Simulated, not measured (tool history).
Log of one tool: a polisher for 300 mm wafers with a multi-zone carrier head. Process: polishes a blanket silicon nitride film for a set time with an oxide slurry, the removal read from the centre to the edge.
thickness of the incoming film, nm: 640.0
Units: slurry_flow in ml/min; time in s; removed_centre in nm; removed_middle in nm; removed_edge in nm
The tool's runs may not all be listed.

run 1 day=0 | slurry_flow=150 centre_zone=1 middle_zone=1 edge_zone=1 slurry_solids=1 time=90 | removed_centre=35.428 removed_middle=36.4 removed_edge=34.234
run 2 day=0.267 | slurry_flow=150 centre_zone=1 middle_zone=1 edge_zone=0.91 slurry_solids=1 time=90 | removed_centre=35.908 removed_middle=36.324 removed_edge=33.394
run 3 day=0.317 | slurry_flow=150 centre_zone=1 middle_zone=1 edge_zone=0.91 slurry_solids=0.9 time=90 | removed_centre=35.304 removed_middle=35.21 removed_edge=32.86
run 4 day=0.479 | slurry_flow=145 centre_zone=0.98 middle_zone=0.98 edge_zone=0.91 slurry_solids=0.8 time=87 | removed_centre=31.815 removed_middle=31.298 removed_edge=30.167
run 5 day=0.65 | slurry_flow=145 centre_zone=0.98 middle_zone=0.98 edge_zone=0.85 slurry_solids=0.8 time=87 | removed_centre=30.718 removed_middle=32.034 removed_edge=28.428
run 6 day=0.717 | slurry_flow=135 centre_zone=0.97 middle_zone=0.93 edge_zone=0.86 slurry_solids=0.75 time=87 | removed_centre=30.124 removed_middle=29.61 removed_edge=27.508
run 7 day=0.921 | slurry_flow=130 centre_zone=0.95 middle_zone=0.9 edge_zone=0.88 slurry_solids=0.7 time=87 | removed_centre=28.669 removed_middle=28.073 removed_edge=27.531
run 8 day=1.088 | slurry_flow=125 centre_zone=0.94 middle_zone=0.88 edge_zone=0.88 slurry_solids=0.7 time=87 | removed_centre=28.877 removed_middle=27.122 removed_edge=28.118

Run 9 comes next. What will it give?
run 9 day=1.429 | slurry_flow=120 centre_zone=0.93 middle_zone=0.87 edge_zone=0.87 slurry_solids=0.7 time=87 | removed_centre=? removed_middle=? removed_edge=?

{"run 9": {"removed_centre": 27.761, "removed_middle": 26.576, "removed_edge": 27.064}}

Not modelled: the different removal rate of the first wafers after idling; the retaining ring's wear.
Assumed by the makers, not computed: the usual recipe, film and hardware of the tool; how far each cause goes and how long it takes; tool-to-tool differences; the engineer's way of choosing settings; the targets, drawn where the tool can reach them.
